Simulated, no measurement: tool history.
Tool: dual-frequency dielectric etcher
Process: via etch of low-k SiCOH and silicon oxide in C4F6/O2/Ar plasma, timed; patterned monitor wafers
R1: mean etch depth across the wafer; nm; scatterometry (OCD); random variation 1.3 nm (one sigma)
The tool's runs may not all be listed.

Run 1, day 0.000: source power (W) 360, bias power (W) 200, etch time (s) 105.5. Result: R1 315.71 nm.
Run 2, day 0.321: source power (W) 320, bias power (W) 177, etch time (s) 105.5. Result: R1 277.15 nm.
Run 3, day 0.592: source power (W) 360, bias power (W) 177, etch time (s) 105.5. Result: R1 296.13 nm.
Run 4, day 0.917: source power (W) 320, bias power (W) 173, etch time (s) 105.5. Result: R1 278.76 nm.
Run 5, day 1.192: source power (W) 320, bias power (W) 202, etch time (s) 105.5. Result: R1 299.13 nm.
Run 6, day 1.462: source power (W) 320, bias power (W) 180, etch time (s) 105.5. Result: R1 281.75 nm.
Run 7, day 1.546: source power (W) 290, bias power (W) 175, etch time (s) 105.5. Result: R1 265.51 nm.
Run 8, day 1.754: source power (W) 270, bias power (W) 173, etch time (s) 105.5. Result: R1 255.99 nm.
Run 9, day 1.917: source power (W) 260, bias power (W) 172, etch time (s) 105.5. Result: R1 252.62 nm.

The next listed run, before its measurement:
Run 10, day 2.188: source power (W) 250, bias power (W) 171, etch time (s) 105.5. Result: R1 ?.

R1: 245.87 nm
